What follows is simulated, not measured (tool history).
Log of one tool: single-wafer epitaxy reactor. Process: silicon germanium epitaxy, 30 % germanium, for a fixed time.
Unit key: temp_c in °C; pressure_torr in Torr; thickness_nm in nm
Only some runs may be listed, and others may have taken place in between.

{"run": 1, "hour": 0.0, "temp_c": 595, "pressure_torr": 17.2, "thickness_nm": 42.61}
{"run": 2, "hour": 2.9, "temp_c": 599, "pressure_torr": 17.3, "thickness_nm": 45.876}
{"run": 3, "hour": 11.7, "temp_c": 602, "pressure_torr": 17.4, "thickness_nm": 48.115}
{"run": 4, "hour": 16.9, "temp_c": 596, "pressure_torr": 17.4, "thickness_nm": 43.648}
{"run": 5, "hour": 25.3, "temp_c": 596, "pressure_torr": 18.8, "thickness_nm": 44.761}
{"run": 6, "hour": 27.7, "temp_c": 596, "pressure_torr": 16.7, "thickness_nm": 42.861}

What will run 7 give?
{"run": 7, "hour": 29.9, "temp_c": 600, "pressure_torr": 16.8, "thickness_nm": "?"}

thickness_nm: 45.968 nm

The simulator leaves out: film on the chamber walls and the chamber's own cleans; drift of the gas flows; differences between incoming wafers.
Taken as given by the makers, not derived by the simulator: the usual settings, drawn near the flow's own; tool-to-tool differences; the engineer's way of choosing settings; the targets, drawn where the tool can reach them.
